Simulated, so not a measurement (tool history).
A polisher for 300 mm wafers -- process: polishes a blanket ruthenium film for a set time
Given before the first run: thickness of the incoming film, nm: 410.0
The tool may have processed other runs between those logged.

run,day,flow of slurry (ml/min),pressure of the wafer on the pad (psi),speed of the pad under the wafer (m/s),polishing time (s),film removed (nm)
1,0,280,2.2,0.76,21,18.703
2,0.225,280,2.2,0.82,21,20.129
3,0.358,280,2.5,0.82,21,22.665
4,0.721,280,2.7,0.82,21,24.286
5,0.788,215,2.7,0.82,21,23.769
6,1.038,215,3,0.82,21,26.363
7,1.342,215,2.5,0.82,21,21.715
8,1.608,210,2.2,0.82,21,19.223
9,1.908,205,2,0.82,21,17.534
10,2.138,200,1.8,0.82,21,15.64
11,2.196,195,1.7,0.82,21,14.825

Forecast run 12:
12,2.438,190,1.6,0.82,21,?

film removed (nm): 14.039
